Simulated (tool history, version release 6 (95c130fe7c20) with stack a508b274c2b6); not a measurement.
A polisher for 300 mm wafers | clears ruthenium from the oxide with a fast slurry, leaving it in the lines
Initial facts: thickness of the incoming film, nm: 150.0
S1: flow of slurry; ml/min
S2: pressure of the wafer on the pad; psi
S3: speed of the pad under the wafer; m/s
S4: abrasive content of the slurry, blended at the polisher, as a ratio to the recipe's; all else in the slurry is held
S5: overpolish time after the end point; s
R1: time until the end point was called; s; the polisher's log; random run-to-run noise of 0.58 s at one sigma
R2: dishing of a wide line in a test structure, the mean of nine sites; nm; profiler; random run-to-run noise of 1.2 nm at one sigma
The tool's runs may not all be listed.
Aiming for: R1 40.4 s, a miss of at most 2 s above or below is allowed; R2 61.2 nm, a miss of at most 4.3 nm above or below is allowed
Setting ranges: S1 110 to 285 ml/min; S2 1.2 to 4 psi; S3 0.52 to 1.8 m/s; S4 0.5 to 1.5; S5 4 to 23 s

run  hour   S1   S2    S3    S4  S5      R1      R2
  1     0  180  2.6  1.16     1  12  43.341  33.625
  2   3.7  180  2.2  1.16     1  12  52.186  29.569
  3   9.7  180  2.2  0.88     1  12  67.987   24.13
  4  13.6  180  2.2  1.14     1  12   52.17  29.211
  5  16.8  180  2.2  1.14  0.85  12  54.132  27.726
  6  22.8  180  2.2  1.34  0.85  12  48.001  32.819
  7  26.7  165  2.7  1.44  0.75  18  38.185  57.342
  8  31.1  160  2.6  1.44  0.75  19  39.619  56.275

Pick the move, out of 4, that brings all results within their allowed miss; only one does.
  A  35.5  125  2.6  1.56  0.65  21   ?   ?
  B  35.5  110  3.8  1.04   0.8  16   ?   ?
  C  35.5  215  2.7  1.56  0.55  17   ?   ?
  D  35.5  145  2.8  1.24   0.9  16   ?   ?

move      R1      R2
   A  39.952  60.632
   B  38.182  49.886
   C   39.26  51.335
   D  39.815  48.086
A: hits every target within its allowed miss
B: its largest miss is bigger than the last run's
C: its largest miss is bigger than the last run's
D: its largest miss is bigger than the last run's
Correct choice: A, which meets every target
